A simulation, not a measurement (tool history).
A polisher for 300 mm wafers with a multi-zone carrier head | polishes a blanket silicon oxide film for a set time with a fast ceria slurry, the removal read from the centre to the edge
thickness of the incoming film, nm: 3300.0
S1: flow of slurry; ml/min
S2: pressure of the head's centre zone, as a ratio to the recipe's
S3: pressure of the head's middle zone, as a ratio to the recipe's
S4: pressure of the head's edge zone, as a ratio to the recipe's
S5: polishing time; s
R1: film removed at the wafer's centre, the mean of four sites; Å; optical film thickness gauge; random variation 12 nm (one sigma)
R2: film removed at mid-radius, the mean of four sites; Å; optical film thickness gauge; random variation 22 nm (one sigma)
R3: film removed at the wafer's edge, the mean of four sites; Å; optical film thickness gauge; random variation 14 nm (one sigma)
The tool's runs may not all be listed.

Run 1, hour 0.0: S1 225 ml/min, S2 1.00, S3 1.00, S4 1.00, S5 74 s. Result: R1 9944.3 Å, R2 10277 Å, R3 10179 Å.
Run 2, hour 8.9: S1 225 ml/min, S2 0.99, S3 1.01, S4 1.02, S5 77 s. Result: R1 10257.0 Å, R2 10900 Å, R3 11041 Å.
Run 3, hour 17.3: S1 180 ml/min, S2 0.99, S3 1.01, S4 1.02, S5 77 s. Result: R1 10016.0 Å, R2 10523 Å, R3 10542 Å.
Run 4, hour 22.9: S1 195 ml/min, S2 0.99, S3 1.03, S4 1.04, S5 79 s. Result: R1 10425.0 Å, R2 11011 Å, R3 10952 Å.
Run 5, hour 24.0: S1 160 ml/min, S2 0.99, S3 1.03, S4 1.04, S5 79 s. Result: R1 10028.0 Å, R2 10907 Å, R3 10817 Å.
Run 6, hour 26.2: S1 160 ml/min, S2 0.99, S3 1.03, S4 1.00, S5 79 s. Result: R1 10078.0 Å, R2 10810 Å, R3 10708 Å.
At hour 33.2: worn pad replaced by a new one.
Run 7, hour 33.2: S1 170 ml/min, S2 0.98, S3 1.04, S4 1.02, S5 82 s. Result: R1 12019.0 Å, R2 12735 Å, R3 12561 Å.
Run 8, hour 41.2: S1 180 ml/min, S2 0.96, S3 1.04, S4 1.04, S5 82 s. Result: R1 11678.0 Å, R2 13178 Å, R3 12790 Å.
Run 9, hour 42.7: S1 180 ml/min, S2 0.96, S3 1.04, S4 1.04, S5 82 s. Result: R1 11657.0 Å, R2 12746 Å, R3 12978 Å.

The next listed run, before its measurement:
Run 10, hour 47.4: S1 190 ml/min, S2 0.95, S3 1.05, S4 1.03, S5 81 s. Result: R1 ?, R2 ?, R3 ?.

R1: 11771.0 Å
R2: 12941 Å
R3: 12872 Å
